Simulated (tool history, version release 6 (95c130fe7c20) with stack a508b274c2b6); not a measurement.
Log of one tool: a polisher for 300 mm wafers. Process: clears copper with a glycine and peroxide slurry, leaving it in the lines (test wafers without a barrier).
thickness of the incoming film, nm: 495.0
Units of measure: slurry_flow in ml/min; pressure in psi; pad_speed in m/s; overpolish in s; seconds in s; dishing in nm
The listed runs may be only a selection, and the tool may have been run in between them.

run 1 day=0.000 | slurry_flow=295 pressure=2.6 pad_speed=1.00 overpolish=24 | seconds=118.64 dishing=55.494
run 2 day=0.271 | slurry_flow=295 pressure=2.5 pad_speed=1.00 overpolish=21 | seconds=125.58 dishing=48.101
run 3 day=0.296 | slurry_flow=295 pressure=2.4 pad_speed=1.00 overpolish=19 | seconds=128.62 dishing=44.031
run 4 day=0.333 | slurry_flow=295 pressure=2.4 pad_speed=1.18 overpolish=19 | seconds=113.81 dishing=47.696
run 5 day=0.508 | slurry_flow=295 pressure=1.8 pad_speed=1.18 overpolish=19 | seconds=139.81 dishing=40.422
run 6 day=0.583 | slurry_flow=350 pressure=1.8 pad_speed=1.18 overpolish=19 | seconds=138.11 dishing=40.756
run 7 day=0.625 | slurry_flow=350 pressure=1.8 pad_speed=1.18 overpolish=18 | seconds=141.95 dishing=38.999
-- day=0.829 worn pad replaced by a new one
run 8 day=0.829 | slurry_flow=350 pressure=1.8 pad_speed=1.18 overpolish=17 | seconds=128.66 dishing=40.021
run 9 day=0.883 | slurry_flow=350 pressure=1.8 pad_speed=1.18 overpolish=17 | seconds=127.76 dishing=39.366

Run 10 is up next; what results do you expect?
run 10 day=0.975 | slurry_flow=335 pressure=1.8 pad_speed=1.18 overpolish=17 | seconds=? dishing=?

Run 10 came out at seconds 129.31 s, dishing 39.788 nm.
